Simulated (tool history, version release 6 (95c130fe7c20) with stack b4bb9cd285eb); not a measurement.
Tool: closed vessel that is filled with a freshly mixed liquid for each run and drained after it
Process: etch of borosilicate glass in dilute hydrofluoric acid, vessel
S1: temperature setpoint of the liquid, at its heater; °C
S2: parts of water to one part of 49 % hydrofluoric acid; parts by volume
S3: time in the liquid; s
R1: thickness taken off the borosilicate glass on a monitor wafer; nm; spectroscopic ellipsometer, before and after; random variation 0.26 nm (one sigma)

run 1 hour=0.0 | S1=21.0 S2=100 S3=145 | R1=40.334
run 2 hour=3.0 | S1=23.5 S2=90 S3=145 | R1=50.696
run 3 hour=10.7 | S1=25.5 S2=85 S3=145 | R1=58.163
run 4 hour=16.1 | S1=22.0 S2=85 S3=145 | R1=50.616
run 5 hour=17.7 | S1=22.0 S2=85 S3=155 | R1=54.210
run 6 hour=22.7 | S1=22.0 S2=85 S3=145 | R1=50.467
run 7 hour=29.9 | S1=24.5 S2=85 S3=145 | R1=55.725
run 8 hour=36.8 | S1=26.0 S2=85 S3=145 | R1=59.365

The next listed run, before its measurement:
run 9 hour=40.4 | S1=27.0 S2=85 S3=145 | R1=?

R1: 61.678 nm

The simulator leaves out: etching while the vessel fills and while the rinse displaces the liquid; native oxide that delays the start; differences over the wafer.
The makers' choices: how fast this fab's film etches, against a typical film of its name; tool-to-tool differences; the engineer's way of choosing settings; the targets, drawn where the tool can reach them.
